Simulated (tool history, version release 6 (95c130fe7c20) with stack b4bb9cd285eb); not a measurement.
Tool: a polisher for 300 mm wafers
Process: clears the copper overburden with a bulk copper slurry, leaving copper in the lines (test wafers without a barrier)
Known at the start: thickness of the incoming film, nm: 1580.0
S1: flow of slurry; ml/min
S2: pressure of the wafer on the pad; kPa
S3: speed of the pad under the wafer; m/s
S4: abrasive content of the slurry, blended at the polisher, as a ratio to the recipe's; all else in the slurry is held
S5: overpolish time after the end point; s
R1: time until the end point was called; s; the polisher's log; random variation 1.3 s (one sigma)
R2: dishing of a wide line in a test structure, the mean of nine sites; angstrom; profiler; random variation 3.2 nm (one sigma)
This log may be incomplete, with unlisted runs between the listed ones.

{"run": 1, "hour": 0.0, "S1": 280, "S2": 24.1, "S3": 1.04, "S4": 1.0, "S5": 20, "R1": 145.94, "R2": 1075.1}
{"run": 2, "hour": 6.9, "S1": 280, "S2": 26.9, "S3": 1.08, "S4": 1.0, "S5": 18, "R1": 123.66, "R2": 1151.1}
{"run": 3, "hour": 9.4, "S1": 280, "S2": 29.0, "S3": 1.1, "S4": 1.0, "S5": 16, "R1": 112.23, "R2": 1143.2}
{"run": 4, "hour": 13.3, "S1": 280, "S2": 31.0, "S3": 1.12, "S4": 1.0, "S5": 15, "R1": 106.52, "R2": 1143.9}
{"run": 5, "hour": 20.4, "S1": 280, "S2": 31.0, "S3": 1.12, "S4": 1.0, "S5": 9, "R1": 101.44, "R2": 831.0}
{"run": 6, "hour": 23.0, "S1": 280, "S2": 34.5, "S3": 1.12, "S4": 1.0, "S5": 9, "R1": 94.108, "R2": 930.62}
{"run": 7, "hour": 30.3, "S1": 280, "S2": 35.2, "S3": 1.16, "S4": 1.0, "S5": 10, "R1": 87.969, "R2": 1018.8}

Run 8 is up next; what results do you expect?
{"run": 8, "hour": 33.5, "S1": 280, "S2": 35.9, "S3": 1.2, "S4": 1.0, "S5": 11, "R1": "?", "R2": "?"}

Run 8 yielded R1 86.358 s, R2 1081.40 angstrom.

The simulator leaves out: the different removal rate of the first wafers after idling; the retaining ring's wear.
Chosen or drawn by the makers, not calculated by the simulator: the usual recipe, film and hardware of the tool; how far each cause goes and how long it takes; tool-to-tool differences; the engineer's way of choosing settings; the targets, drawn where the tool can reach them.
